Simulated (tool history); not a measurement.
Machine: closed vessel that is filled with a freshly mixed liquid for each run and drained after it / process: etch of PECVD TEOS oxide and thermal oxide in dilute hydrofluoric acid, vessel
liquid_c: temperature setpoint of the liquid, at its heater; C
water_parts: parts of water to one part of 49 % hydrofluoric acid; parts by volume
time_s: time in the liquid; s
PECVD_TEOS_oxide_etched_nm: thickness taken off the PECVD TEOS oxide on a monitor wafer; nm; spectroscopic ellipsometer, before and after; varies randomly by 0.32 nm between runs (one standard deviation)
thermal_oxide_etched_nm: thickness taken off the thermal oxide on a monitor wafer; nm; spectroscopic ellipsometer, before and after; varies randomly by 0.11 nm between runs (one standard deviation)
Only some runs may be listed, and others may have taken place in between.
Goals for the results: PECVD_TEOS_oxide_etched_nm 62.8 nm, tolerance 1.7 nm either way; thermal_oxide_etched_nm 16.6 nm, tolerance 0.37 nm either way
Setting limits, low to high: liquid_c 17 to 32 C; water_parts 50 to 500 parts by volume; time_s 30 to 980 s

{"run": 1, "hour": 0.0, "liquid_c": 24, "water_parts": 275, "time_s": 500, "PECVD_TEOS_oxide_etched_nm": 26.714, "thermal_oxide_etched_nm": 7.0058}
{"run": 2, "hour": 6.2, "liquid_c": 24, "water_parts": 180, "time_s": 500, "PECVD_TEOS_oxide_etched_nm": 45.524, "thermal_oxide_etched_nm": 11.925}
{"run": 3, "hour": 8.5, "liquid_c": 25, "water_parts": 180, "time_s": 500, "PECVD_TEOS_oxide_etched_nm": 46.594, "thermal_oxide_etched_nm": 12.409}
{"run": 4, "hour": 12.1, "liquid_c": 22.5, "water_parts": 180, "time_s": 500, "PECVD_TEOS_oxide_etched_nm": 42.717, "thermal_oxide_etched_nm": 11.216}
{"run": 5, "hour": 21.1, "liquid_c": 24, "water_parts": 180, "time_s": 500, "PECVD_TEOS_oxide_etched_nm": 44.739, "thermal_oxide_etched_nm": 11.914}
{"run": 6, "hour": 23.1, "liquid_c": 25, "water_parts": 180, "time_s": 500, "PECVD_TEOS_oxide_etched_nm": 46.841, "thermal_oxide_etched_nm": 12.322}
{"run": 7, "hour": 27.2, "liquid_c": 26, "water_parts": 180, "time_s": 500, "PECVD_TEOS_oxide_etched_nm": 48.424, "thermal_oxide_etched_nm": 12.87}
{"run": 8, "hour": 30.2, "liquid_c": 27, "water_parts": 180, "time_s": 500, "PECVD_TEOS_oxide_etched_nm": 50.462, "thermal_oxide_etched_nm": 13.288}
{"run": 9, "hour": 38.6, "liquid_c": 27.5, "water_parts": 180, "time_s": 500, "PECVD_TEOS_oxide_etched_nm": 50.69, "thermal_oxide_etched_nm": 13.75}
{"run": 10, "hour": 46.3, "liquid_c": 28.5, "water_parts": 140, "time_s": 500, "PECVD_TEOS_oxide_etched_nm": 71.385, "thermal_oxide_etched_nm": 18.952}
{"run": 11, "hour": 52.2, "liquid_c": 28, "water_parts": 140, "time_s": 500, "PECVD_TEOS_oxide_etched_nm": 70.541, "thermal_oxide_etched_nm": 18.616}
{"run": 12, "hour": 58.6, "liquid_c": 27.5, "water_parts": 140, "time_s": 500, "PECVD_TEOS_oxide_etched_nm": 69.039, "thermal_oxide_etched_nm": 18.523}
{"run": 13, "hour": 63.5, "liquid_c": 27, "water_parts": 140, "time_s": 500, "PECVD_TEOS_oxide_etched_nm": 68.211, "thermal_oxide_etched_nm": 17.859}
{"run": 14, "hour": 72.7, "liquid_c": 26, "water_parts": 140, "time_s": 500, "PECVD_TEOS_oxide_etched_nm": 65.507, "thermal_oxide_etched_nm": 17.249}

Which of these 5 next moves meets every target?
{"run": "A", "hour": 81.9, "liquid_c": 23, "water_parts": 105, "time_s": 410, "PECVD_TEOS_oxide_etched_nm": "?", "thermal_oxide_etched_nm": "?"}
{"run": "B", "hour": 81.9, "liquid_c": 27, "water_parts": 210, "time_s": 755, "PECVD_TEOS_oxide_etched_nm": "?", "thermal_oxide_etched_nm": "?"}
{"run": "C", "hour": 81.9, "liquid_c": 31.5, "water_parts": 190, "time_s": 600, "PECVD_TEOS_oxide_etched_nm": "?", "thermal_oxide_etched_nm": "?"}
{"run": "D", "hour": 81.9, "liquid_c": 32, "water_parts": 270, "time_s": 925, "PECVD_TEOS_oxide_etched_nm": "?", "thermal_oxide_etched_nm": "?"}
{"run": "E", "hour": 81.9, "liquid_c": 27, "water_parts": 150, "time_s": 525, "PECVD_TEOS_oxide_etched_nm": "?", "thermal_oxide_etched_nm": "?"}

move=A PECVD_TEOS_oxide_etched_nm=66.234 thermal_oxide_etched_nm=17.577
move=B PECVD_TEOS_oxide_etched_nm=62.766 thermal_oxide_etched_nm=16.656
move=C PECVD_TEOS_oxide_etched_nm=66.072 thermal_oxide_etched_nm=17.534
move=D PECVD_TEOS_oxide_etched_nm=66.054 thermal_oxide_etched_nm=17.529
move=E PECVD_TEOS_oxide_etched_nm=65.581 thermal_oxide_etched_nm=17.404
A: further off than the last run
B: hits every target within its allowed miss
C: further off than the last run
D: further off than the last run
E: further off than the last run
Go with B: it meets all targets.

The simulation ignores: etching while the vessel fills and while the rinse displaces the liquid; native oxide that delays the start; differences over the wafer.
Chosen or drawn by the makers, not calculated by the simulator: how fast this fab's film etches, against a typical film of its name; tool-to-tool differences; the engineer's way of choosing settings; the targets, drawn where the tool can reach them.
